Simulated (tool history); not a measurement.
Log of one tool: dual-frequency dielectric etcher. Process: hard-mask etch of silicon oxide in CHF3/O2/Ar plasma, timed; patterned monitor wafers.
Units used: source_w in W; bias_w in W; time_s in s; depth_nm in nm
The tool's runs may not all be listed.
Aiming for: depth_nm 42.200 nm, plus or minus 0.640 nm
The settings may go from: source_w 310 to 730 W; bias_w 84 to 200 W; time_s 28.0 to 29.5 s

| run | day | source_w | bias_w | time_s | depth_nm |
|---|---|---|---|---|---|
| 1 | 0.000 | 520 | 142 | 28.0 | 47.281 |
| 2 | 0.196 | 500 | 141 | 28.0 | 46.237 |
| 3 | 0.521 | 490 | 141 | 28.0 | 45.849 |
| 4 | 0.675 | 440 | 141 | 28.0 | 43.052 |
| 5 | 0.842 | 440 | 141 | 28.0 | 43.269 |
| 6 | 1.038 | 440 | 141 | 29.5 | 45.556 |
| 7 | 1.217 | 430 | 141 | 29.5 | 45.069 |
| 8 | 1.488 | 420 | 141 | 29.5 | 44.345 |
| 9 | 1.512 | 400 | 140 | 29.5 | 42.993 |
| 10 | 1.600 | 380 | 139 | 29.5 | 41.644 |

Below are 4 possible settings for the next run. Only one of them brings all results inside the allowed miss of their targets. Which is it?
| A | 1.688 | 360 | 139 | 29.5 | ? |
| B | 1.688 | 380 | 127 | 29.0 | ? |
| C | 1.688 | 400 | 129 | 29.5 | ? |
| D | 1.688 | 370 | 133 | 29.5 | ? |

| move | depth_nm |
|---|---|
| A | 40.376 |
| B | 40.279 |
| C | 42.410 |
| D | 40.692 |
A: further off than the last run
B: further off than the last run
C: meets every target
D: further off than the last run
Answer: C
